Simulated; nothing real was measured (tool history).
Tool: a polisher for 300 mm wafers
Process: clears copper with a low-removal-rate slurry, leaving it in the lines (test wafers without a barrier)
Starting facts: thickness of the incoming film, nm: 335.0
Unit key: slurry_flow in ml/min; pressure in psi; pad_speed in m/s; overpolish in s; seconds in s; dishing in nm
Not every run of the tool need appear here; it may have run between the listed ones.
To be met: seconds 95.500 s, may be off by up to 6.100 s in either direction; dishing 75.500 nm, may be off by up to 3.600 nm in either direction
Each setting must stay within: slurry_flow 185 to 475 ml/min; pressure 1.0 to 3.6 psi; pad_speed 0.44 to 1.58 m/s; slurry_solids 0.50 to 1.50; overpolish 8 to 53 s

{"run": 1, "day": 0.0, "slurry_flow": 305, "pressure": 2.3, "pad_speed": 1.0, "slurry_solids": 1.0, "overpolish": 27, "seconds": 141.64, "dishing": 39.095}
{"run": 2, "day": 0.108, "slurry_flow": 345, "pressure": 2.3, "pad_speed": 1.0, "slurry_solids": 1.0, "overpolish": 27, "seconds": 134.94, "dishing": 38.975}
{"run": 3, "day": 0.192, "slurry_flow": 325, "pressure": 2.5, "pad_speed": 1.0, "slurry_solids": 1.0, "overpolish": 29, "seconds": 131.29, "dishing": 44.328}
{"run": 4, "day": 0.475, "slurry_flow": 320, "pressure": 2.7, "pad_speed": 1.0, "slurry_solids": 1.0, "overpolish": 30, "seconds": 123.13, "dishing": 48.56}
{"run": 5, "day": 0.533, "slurry_flow": 320, "pressure": 2.7, "pad_speed": 1.0, "slurry_solids": 0.9, "overpolish": 30, "seconds": 127.02, "dishing": 48.101}
{"run": 6, "day": 0.6, "slurry_flow": 360, "pressure": 2.7, "pad_speed": 1.0, "slurry_solids": 0.9, "overpolish": 30, "seconds": 126.9, "dishing": 48.367}
{"run": 7, "day": 0.746, "slurry_flow": 360, "pressure": 2.9, "pad_speed": 1.02, "slurry_solids": 0.9, "overpolish": 31, "seconds": 117.35, "dishing": 53.278}
{"run": 8, "day": 0.842, "slurry_flow": 360, "pressure": 2.9, "pad_speed": 1.02, "slurry_solids": 0.9, "overpolish": 31, "seconds": 112.42, "dishing": 53.142}
{"run": 9, "day": 1.058, "slurry_flow": 355, "pressure": 3.0, "pad_speed": 1.02, "slurry_solids": 0.9, "overpolish": 32, "seconds": 110.14, "dishing": 56.272}
{"run": 10, "day": 1.146, "slurry_flow": 350, "pressure": 3.1, "pad_speed": 1.02, "slurry_solids": 0.9, "overpolish": 33, "seconds": 106.16, "dishing": 58.128}

Pick the move, out of 5, that brings all results within their allowed miss; only one does.
{"run": "A", "day": 1.233, "slurry_flow": 365, "pressure": 3.5, "pad_speed": 1.02, "slurry_solids": 0.95, "overpolish": 41, "seconds": "?", "dishing": "?"}
{"run": "B", "day": 1.233, "slurry_flow": 370, "pressure": 2.9, "pad_speed": 1.44, "slurry_solids": 1.15, "overpolish": 51, "seconds": "?", "dishing": "?"}
{"run": "C", "day": 1.233, "slurry_flow": 285, "pressure": 3.6, "pad_speed": 1.06, "slurry_solids": 0.75, "overpolish": 50, "seconds": "?", "dishing": "?"}
{"run": "D", "day": 1.233, "slurry_flow": 340, "pressure": 3.5, "pad_speed": 1.16, "slurry_solids": 0.95, "overpolish": 38, "seconds": "?", "dishing": "?"}
{"run": "E", "day": 1.233, "slurry_flow": 325, "pressure": 3.5, "pad_speed": 0.84, "slurry_solids": 0.9, "overpolish": 38, "seconds": "?", "dishing": "?"}

move=A seconds=93.793 dishing=75.385
move=B seconds=82.980 dishing=87.111
move=C seconds=97.099 dishing=83.282
move=D seconds=86.077 dishing=75.834
move=E seconds=109.700 dishing=64.938
A: each result inside its tolerance
B: carries the result that was furthest off beyond its target, to the other side
C: carries the result that was furthest off beyond its target, to the other side
D: corrects the largest miss of the last run, while another result sits out of spec
E: an improvement on the last run, though not all results are within tolerance
Move A is the one to make.
